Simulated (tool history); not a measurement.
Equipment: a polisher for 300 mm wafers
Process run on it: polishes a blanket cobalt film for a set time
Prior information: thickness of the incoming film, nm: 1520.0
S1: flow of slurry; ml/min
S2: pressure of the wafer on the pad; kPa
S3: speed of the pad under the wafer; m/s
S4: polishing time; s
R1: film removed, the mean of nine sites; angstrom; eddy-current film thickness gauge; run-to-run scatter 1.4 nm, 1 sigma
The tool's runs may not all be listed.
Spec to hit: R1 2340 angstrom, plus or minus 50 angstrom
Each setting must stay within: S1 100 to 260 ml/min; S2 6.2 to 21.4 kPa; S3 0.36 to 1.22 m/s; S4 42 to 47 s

{"run": 1, "hour": 0.0, "S1": 165, "S2": 13.8, "S3": 0.78, "S4": 47, "R1": 1926.4}
{"run": 2, "hour": 1.6, "S1": 190, "S2": 13.8, "S3": 0.78, "S4": 47, "R1": 1978.8}
{"run": 3, "hour": 9.2, "S1": 170, "S2": 13.8, "S3": 0.78, "S4": 47, "R1": 1963.7}
{"run": 4, "hour": 16.5, "S1": 170, "S2": 13.8, "S3": 0.68, "S4": 47, "R1": 1767.9}
{"run": 5, "hour": 20.1, "S1": 170, "S2": 15.9, "S3": 0.68, "S4": 47, "R1": 2018}
{"run": 6, "hour": 22.6, "S1": 170, "S2": 15.9, "S3": 0.54, "S4": 47, "R1": 1704.9}
{"run": 7, "hour": 31.3, "S1": 180, "S2": 16.5, "S3": 0.54, "S4": 47, "R1": 1773.2}
{"run": 8, "hour": 35.1, "S1": 180, "S2": 17.2, "S3": 0.54, "S4": 47, "R1": 1852.9}
{"run": 9, "hour": 36.3, "S1": 180, "S2": 17.9, "S3": 0.54, "S4": 47, "R1": 1936.3}
{"run": 10, "hour": 45.3, "S1": 230, "S2": 20.7, "S3": 0.54, "S4": 47, "R1": 2263.7}

Below are 5 possible settings for the next run. Only one of them brings all results inside the allowed miss of their targets. Which is it?
{"run": "A", "hour": 54.3, "S1": 240, "S2": 21.4, "S3": 0.56, "S4": 43, "R1": "?"}
{"run": "B", "hour": 54.3, "S1": 240, "S2": 20.7, "S3": 0.62, "S4": 46, "R1": "?"}
{"run": "C", "hour": 54.3, "S1": 235, "S2": 21.4, "S3": 0.56, "S4": 46, "R1": "?"}
{"run": "D", "hour": 54.3, "S1": 225, "S2": 21.4, "S3": 0.58, "S4": 47, "R1": "?"}
{"run": "E", "hour": 54.3, "S1": 235, "S2": 21.4, "S3": 0.56, "S4": 47, "R1": "?"}

move=A R1=2234
move=B R1=2497.1
move=C R1=2384.6
move=D R1=2488.7
move=E R1=2436.4
A: lands further from the targets than the last run did
B: takes the result that was furthest off past its target
C: all results in spec
D: takes the result that was furthest off past its target
E: takes the result that was furthest off past its target
C meets every target.
